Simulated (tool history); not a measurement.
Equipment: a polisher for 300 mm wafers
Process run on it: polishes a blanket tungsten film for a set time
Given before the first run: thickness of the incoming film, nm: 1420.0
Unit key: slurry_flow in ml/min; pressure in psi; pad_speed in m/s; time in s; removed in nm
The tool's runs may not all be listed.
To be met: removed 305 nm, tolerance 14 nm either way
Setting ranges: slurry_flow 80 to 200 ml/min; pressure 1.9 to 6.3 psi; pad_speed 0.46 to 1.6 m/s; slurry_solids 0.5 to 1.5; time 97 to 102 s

run,hour,slurry_flow,pressure,pad_speed,slurry_solids,time,removed
1,0,130,4.1,1.02,1,97,437.89
2,4.2,130,4.8,1.02,1,97,493.94
3,8.4,130,4.8,1.02,1,102,528.96
4,13,130,4.8,1.02,1,102,533.4
5,14.3,130,4.8,1.02,0.8,102,498.28
6,15.1,130,5.5,1.02,0.8,102,571.93
7,16.8,130,4.6,1,0.8,102,481.58
8,19.1,130,3.9,0.98,0.8,102,403.06
9,23.3,130,3.5,0.98,0.8,102,363.56
10,27.6,130,3.3,0.98,0.8,102,342.95
11,31.2,130,3.2,0.98,0.8,102,332.62
12,40.1,130,3.1,0.98,0.8,102,324.65

Of the 4 settings listed for the next run, only one would bring every result within its allowed miss of target. Which one?
A,49,125,3.5,0.96,0.8,102,?
B,49,145,3.3,0.96,0.8,102,?
C,49,145,3.2,1,0.85,102,?
D,49,180,3.3,0.86,0.8,97,?

move,removed
A,350.95
B,341.62
C,350.31
D,301.85
A: further off than the last run
B: further off than the last run
C: further off than the last run
D: all results in spec
The right move is D.
